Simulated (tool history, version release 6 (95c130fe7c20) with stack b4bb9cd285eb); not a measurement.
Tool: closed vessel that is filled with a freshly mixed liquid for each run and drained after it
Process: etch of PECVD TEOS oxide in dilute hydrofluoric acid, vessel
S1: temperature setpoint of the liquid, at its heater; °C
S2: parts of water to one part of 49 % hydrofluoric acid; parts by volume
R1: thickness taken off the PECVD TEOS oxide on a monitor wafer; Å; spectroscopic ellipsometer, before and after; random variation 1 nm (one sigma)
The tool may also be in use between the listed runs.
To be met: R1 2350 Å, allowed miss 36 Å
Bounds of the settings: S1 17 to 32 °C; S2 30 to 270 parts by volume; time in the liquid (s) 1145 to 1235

Run 1, hour 0: S1 24 °C, S2 150 parts by volume, time in the liquid (s) 1145. Result: R1 863.15 Å.
Run 2, hour 3.5: S1 24 °C, S2 150 parts by volume, time in the liquid (s) 1145. Result: R1 867.39 Å.
Run 3, hour 6.8: S1 26.5 °C, S2 120 parts by volume, time in the liquid (s) 1145. Result: R1 1238 Å.
Run 4, hour 13.9: S1 26.5 °C, S2 120 parts by volume, time in the liquid (s) 1145. Result: R1 1236.8 Å.
Run 5, hour 20.8: S1 26.5 °C, S2 120 parts by volume, time in the liquid (s) 1145. Result: R1 1229 Å.
Run 6, hour 27.1: S1 28.5 °C, S2 105 parts by volume, time in the liquid (s) 1145. Result: R1 1562.6 Å.
Run 7, hour 34.9: S1 29.5 °C, S2 95 parts by volume, time in the liquid (s) 1145. Result: R1 1798.2 Å.
Run 8, hour 36.1: S1 30.5 °C, S2 90 parts by volume, time in the liquid (s) 1145. Result: R1 1990.5 Å.
Run 9, hour 43.3: S1 31 °C, S2 85 parts by volume, time in the liquid (s) 1145. Result: R1 2178.2 Å.
Run 10, hour 45.3: S1 31 °C, S2 85 parts by volume, time in the liquid (s) 1145. Result: R1 2168.9 Å.
Run 11, hour 53.7: S1 32 °C, S2 80 parts by volume, time in the liquid (s) 1145. Result: R1 2408 Å.

5 next moves are on the table. One of them brings every result within its allowed miss. Which?
Run A, hour 62.1: S1 31 °C, S2 80 parts by volume, time in the liquid (s) 1155. Result: R1 ?.
Run B, hour 62.1: S1 29 °C, S2 75 parts by volume, time in the liquid (s) 1220. Result: R1 ?.
Run C, hour 62.1: S1 30 °C, S2 75 parts by volume, time in the liquid (s) 1175. Result: R1 ?.
Run D, hour 62.1: S1 31.5 °C, S2 80 parts by volume, time in the liquid (s) 1190. Result: R1 ?.
Run E, hour 62.1: S1 32 °C, S2 80 parts by volume, time in the liquid (s) 1180. Result: R1 ?.

move      R1
   A  2343.3
   B  2463.7
   C    2466
   D  2460.3
   E  2485.9
A: meets every target
B: further off than the last run
C: further off than the last run
D: further off than the last run
E: further off than the last run
Answer: A

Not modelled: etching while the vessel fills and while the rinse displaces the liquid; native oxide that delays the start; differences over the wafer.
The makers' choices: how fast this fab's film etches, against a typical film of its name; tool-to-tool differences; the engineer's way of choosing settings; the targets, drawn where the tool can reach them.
